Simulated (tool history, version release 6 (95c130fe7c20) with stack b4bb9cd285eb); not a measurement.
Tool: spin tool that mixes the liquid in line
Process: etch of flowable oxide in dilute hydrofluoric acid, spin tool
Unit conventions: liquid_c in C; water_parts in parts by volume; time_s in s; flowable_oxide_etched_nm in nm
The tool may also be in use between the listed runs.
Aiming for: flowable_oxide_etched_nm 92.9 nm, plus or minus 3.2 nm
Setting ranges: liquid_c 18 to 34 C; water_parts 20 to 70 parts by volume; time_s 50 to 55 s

{"run": 1, "hour": 0.0, "liquid_c": 26, "water_parts": 40, "time_s": 50, "flowable_oxide_etched_nm": 61.278}
{"run": 2, "hour": 1.6, "liquid_c": 26, "water_parts": 45, "time_s": 50, "flowable_oxide_etched_nm": 54.099}
{"run": 3, "hour": 5.6, "liquid_c": 24, "water_parts": 45, "time_s": 50, "flowable_oxide_etched_nm": 50.008}
{"run": 4, "hour": 10.9, "liquid_c": 26.5, "water_parts": 45, "time_s": 50, "flowable_oxide_etched_nm": 54.983}
{"run": 5, "hour": 14.6, "liquid_c": 26.5, "water_parts": 35, "time_s": 50, "flowable_oxide_etched_nm": 73.868}
{"run": 6, "hour": 21.8, "liquid_c": 27.5, "water_parts": 35, "time_s": 50, "flowable_oxide_etched_nm": 74.987}
{"run": 7, "hour": 22.7, "liquid_c": 28.5, "water_parts": 35, "time_s": 50, "flowable_oxide_etched_nm": 76.967}
{"run": 8, "hour": 25.6, "liquid_c": 29.5, "water_parts": 35, "time_s": 50, "flowable_oxide_etched_nm": 82.648}
{"run": 9, "hour": 29.4, "liquid_c": 30, "water_parts": 35, "time_s": 50, "flowable_oxide_etched_nm": 83.153}

Pick the move, out of 4, that brings all results within their allowed miss; only one does.
{"run": "A", "hour": 33.2, "liquid_c": 28.5, "water_parts": 30, "time_s": 50, "flowable_oxide_etched_nm": "?"}
{"run": "B", "hour": 33.2, "liquid_c": 31, "water_parts": 40, "time_s": 55, "flowable_oxide_etched_nm": "?"}
{"run": "C", "hour": 33.2, "liquid_c": 29, "water_parts": 40, "time_s": 50, "flowable_oxide_etched_nm": "?"}
{"run": "D", "hour": 33.2, "liquid_c": 30.5, "water_parts": 45, "time_s": 55, "flowable_oxide_etched_nm": "?"}

move=A flowable_oxide_etched_nm=91.211
move=B flowable_oxide_etched_nm=81.854
move=C flowable_oxide_etched_nm=68.744
move=D flowable_oxide_etched_nm=70.781
A: every result within its allowed miss
B: its largest miss is bigger than the last run's
C: its largest miss is bigger than the last run's
D: its largest miss is bigger than the last run's
Answer: A
